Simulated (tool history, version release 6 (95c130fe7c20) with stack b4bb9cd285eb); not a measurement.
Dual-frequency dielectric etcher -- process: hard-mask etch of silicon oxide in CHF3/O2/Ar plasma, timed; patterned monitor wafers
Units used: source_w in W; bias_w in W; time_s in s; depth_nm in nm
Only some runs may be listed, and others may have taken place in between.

run,hour,source_w,bias_w,time_s,depth_nm
1,0,810,133,36,72.556
2,6.1,850,134,36,73.473
3,8.6,850,148,36,74.792
4,10.1,880,149,36,75.797
5,14.9,880,130,36,73.738
6,22.8,880,146,36,75.847

The next listed run, before its measurement:
7,25.7,900,146,36,?

{"run 7": {"depth_nm": 76.296}}
